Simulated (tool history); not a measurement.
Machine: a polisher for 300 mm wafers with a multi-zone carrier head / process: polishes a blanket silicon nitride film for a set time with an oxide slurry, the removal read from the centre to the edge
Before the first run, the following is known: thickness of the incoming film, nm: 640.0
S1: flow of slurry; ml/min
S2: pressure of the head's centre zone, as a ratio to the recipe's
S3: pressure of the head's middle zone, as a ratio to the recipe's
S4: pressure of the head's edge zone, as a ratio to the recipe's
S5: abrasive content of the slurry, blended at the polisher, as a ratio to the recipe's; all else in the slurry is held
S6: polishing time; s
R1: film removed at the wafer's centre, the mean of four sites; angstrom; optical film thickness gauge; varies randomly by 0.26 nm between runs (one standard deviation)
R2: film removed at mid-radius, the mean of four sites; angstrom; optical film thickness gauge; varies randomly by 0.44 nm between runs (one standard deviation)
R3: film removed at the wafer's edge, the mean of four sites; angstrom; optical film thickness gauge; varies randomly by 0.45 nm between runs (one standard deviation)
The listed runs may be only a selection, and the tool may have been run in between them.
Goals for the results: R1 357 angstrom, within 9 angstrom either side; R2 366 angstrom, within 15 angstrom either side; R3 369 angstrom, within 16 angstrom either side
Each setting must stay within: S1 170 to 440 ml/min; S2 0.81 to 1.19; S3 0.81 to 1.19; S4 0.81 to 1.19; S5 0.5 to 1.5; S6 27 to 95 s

Run 1, hour 0: S1 280 ml/min, S2 1, S3 1, S4 1, S5 1, S6 61 s. Result: R1 473.11 angstrom, R2 494.61 angstrom, R3 469.99 angstrom.
Run 2, hour 8.1: S1 280 ml/min, S2 1, S3 1, S4 1, S5 1.2, S6 61 s. Result: R1 531.9 angstrom, R2 560.82 angstrom, R3 526.33 angstrom.
Run 3, hour 12.5: S1 330 ml/min, S2 1, S3 1, S4 1, S5 1.2, S6 61 s. Result: R1 533.45 angstrom, R2 554.51 angstrom, R3 550.94 angstrom.
Run 4, hour 19.2: S1 375 ml/min, S2 1, S3 1, S4 1, S5 1.2, S6 61 s. Result: R1 552.35 angstrom, R2 571.45 angstrom, R3 548.39 angstrom.
Run 5, hour 27.6: S1 365 ml/min, S2 0.98, S3 0.97, S4 0.98, S5 1.1, S6 61 s. Result: R1 509.83 angstrom, R2 529.73 angstrom, R3 514.7 angstrom.
Run 6, hour 34.4: S1 355 ml/min, S2 0.97, S3 0.94, S4 0.97, S5 1, S6 61 s. Result: R1 482.93 angstrom, R2 480.62 angstrom, R3 492.38 angstrom.
Run 7, hour 37.5: S1 340 ml/min, S2 0.95, S3 0.93, S4 0.95, S5 0.95, S6 61 s. Result: R1 445.09 angstrom, R2 449.74 angstrom, R3 460.62 angstrom.
Run 8, hour 38.5: S1 260 ml/min, S2 0.89, S3 0.86, S4 0.85, S5 0.85, S6 61 s. Result: R1 375.53 angstrom, R2 383.45 angstrom, R3 388.06 angstrom.
Run 9, hour 42.5: S1 250 ml/min, S2 0.89, S3 0.86, S4 0.84, S5 0.85, S6 61 s. Result: R1 367.98 angstrom, R2 387.68 angstrom, R3 388.97 angstrom.

4 candidate next runs follow, results not yet known. Just one meets every target within its allowed miss. Identify it.
Run A, hour 46.5: S1 245 ml/min, S2 1.05, S3 0.97, S4 0.84, S5 0.7, S6 64 s. Result: R1 ?, R2 ?, R3 ?.
Run B, hour 46.5: S1 255 ml/min, S2 0.92, S3 0.84, S4 0.81, S5 0.85, S6 60 s. Result: R1 ?, R2 ?, R3 ?.
Run C, hour 46.5: S1 250 ml/min, S2 0.89, S3 0.87, S4 0.84, S5 0.9, S6 56 s. Result: R1 ?, R2 ?, R3 ?.
Run D, hour 46.5: S1 245 ml/min, S2 0.98, S3 0.96, S4 0.81, S5 0.8, S6 56 s. Result: R1 ?, R2 ?, R3 ?.

move      R1      R2      R3
   A  379.78  368.97  334.38
   B  380.26  374.06  375.89
   C  359.08  375.73  372.76
   D  356.36  367.64  330.67
A: the worst result of the last run now meets its target, but another is out of spec
B: the worst result of the last run now meets its target, but another is out of spec
C: all results in spec
D: the worst result of the last run now meets its target, but another is out of spec
The move that meets every target is C.
